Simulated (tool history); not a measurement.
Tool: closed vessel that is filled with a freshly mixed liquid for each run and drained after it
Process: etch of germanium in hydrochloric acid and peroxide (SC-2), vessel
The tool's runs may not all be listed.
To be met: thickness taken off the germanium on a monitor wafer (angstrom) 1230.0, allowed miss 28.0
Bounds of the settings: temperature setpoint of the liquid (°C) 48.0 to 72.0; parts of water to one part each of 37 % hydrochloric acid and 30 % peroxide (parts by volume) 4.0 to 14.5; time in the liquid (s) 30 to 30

| run | hour | temperature setpoint of the liquid (°C) | parts of water to one part each of 37 % hydrochloric acid and 30 % peroxide (parts by volume) | time in the liquid (s) | thickness taken off the germanium on a monitor wafer (angstrom) |
|---|---|---|---|---|---|
| 1 | 0.0 | 64.0 | 8.0 | 30 | 1789.6 |
| 2 | 5.1 | 64.0 | 6.5 | 30 | 1831.8 |
| 3 | 8.8 | 64.0 | 4.0 | 30 | 1849.3 |
| 4 | 12.1 | 69.5 | 4.0 | 30 | 2177.3 |
| 5 | 13.9 | 72.0 | 4.0 | 30 | 2336.8 |
| 6 | 15.4 | 72.0 | 4.0 | 30 | 2346.7 |
| 7 | 21.1 | 65.5 | 4.0 | 30 | 1944.5 |
| 8 | 26.9 | 61.0 | 4.0 | 30 | 1705.2 |
| 9 | 35.7 | 57.5 | 4.0 | 30 | 1529.8 |
| 10 | 38.3 | 57.5 | 4.0 | 30 | 1510.9 |
| 11 | 40.7 | 49.5 | 4.5 | 30 | 1190.9 |

4 next moves are on the table. One of them brings every result within its allowed miss. Which?
| A | 43.1 | 48.5 | 4.0 | 30 | ? |
| B | 43.1 | 49.0 | 9.0 | 30 | ? |
| C | 43.1 | 49.5 | 4.0 | 30 | ? |
| D | 43.1 | 51.0 | 5.0 | 30 | ? |

| move | thickness taken off the germanium on a monitor wafer (angstrom) |
|---|---|
| A | 1146.5 |
| B | 1127.9 |
| C | 1184.4 |
| D | 1238.7 |
A: further off than the last run
B: further off than the last run
C: further off than the last run
D: meets every target
Move D is the one to make.
